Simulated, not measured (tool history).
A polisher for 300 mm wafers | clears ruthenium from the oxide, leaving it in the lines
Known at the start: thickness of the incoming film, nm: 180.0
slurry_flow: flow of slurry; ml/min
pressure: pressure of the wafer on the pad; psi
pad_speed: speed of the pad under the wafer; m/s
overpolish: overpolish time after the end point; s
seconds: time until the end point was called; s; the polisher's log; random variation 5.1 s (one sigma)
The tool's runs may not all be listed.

| run | hour | slurry_flow | pressure | pad_speed | overpolish | seconds |
|---|---|---|---|---|---|---|
| 1 | 0 | 180 | 1.6 | 1.24 | 5 | 189.07 |
| 2 | 2 | 180 | 1.6 | 1.52 | 5 | 161.42 |
| 3 | 10.3 | 180 | 1.4 | 1.5 | 5 | 178.01 |
| 4 | 11.3 | 180 | 1.7 | 1.5 | 5 | 152.8 |
| 5 | 18.7 | 180 | 1.5 | 1.46 | 5 | 170.35 |
| 6 | 24 | 180 | 1.9 | 1.46 | 5 | 138.44 |

Run 7 comes next. What will it give?
| 7 | 28.2 | 175 | 1.4 | 1.3 | 5 | ? |

{"run 7": {"seconds": 196.19}}

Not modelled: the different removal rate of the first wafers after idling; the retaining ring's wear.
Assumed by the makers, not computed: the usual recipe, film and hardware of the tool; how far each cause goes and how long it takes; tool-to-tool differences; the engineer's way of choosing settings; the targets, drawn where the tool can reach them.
